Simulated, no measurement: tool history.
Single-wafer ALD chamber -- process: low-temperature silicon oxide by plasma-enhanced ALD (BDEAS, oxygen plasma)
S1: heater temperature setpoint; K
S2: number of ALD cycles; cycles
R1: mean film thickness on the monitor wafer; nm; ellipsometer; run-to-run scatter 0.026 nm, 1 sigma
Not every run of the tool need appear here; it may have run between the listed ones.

{"run": 1, "hour": 0.0, "S1": 358.15, "S2": 45, "R1": 5.8299}
{"run": 2, "hour": 3.3, "S1": 358.15, "S2": 42, "R1": 5.4618}
{"run": 3, "hour": 7.5, "S1": 358.15, "S2": 39, "R1": 5.0761}
{"run": 4, "hour": 13.5, "S1": 356.15, "S2": 41, "R1": 5.3721}
{"run": 5, "hour": 22.5, "S1": 356.15, "S2": 37, "R1": 4.8343}
{"run": 6, "hour": 28.4, "S1": 365.15, "S2": 37, "R1": 4.6996}
{"run": 7, "hour": 29.9, "S1": 353.15, "S2": 44, "R1": 5.8244}

Run 8, settings as shown, results not yet in. Your forecast:
{"run": 8, "hour": 33.0, "S1": 351.15, "S2": 45, "R1": "?"}

{"run 8": {"R1": 5.9836}}

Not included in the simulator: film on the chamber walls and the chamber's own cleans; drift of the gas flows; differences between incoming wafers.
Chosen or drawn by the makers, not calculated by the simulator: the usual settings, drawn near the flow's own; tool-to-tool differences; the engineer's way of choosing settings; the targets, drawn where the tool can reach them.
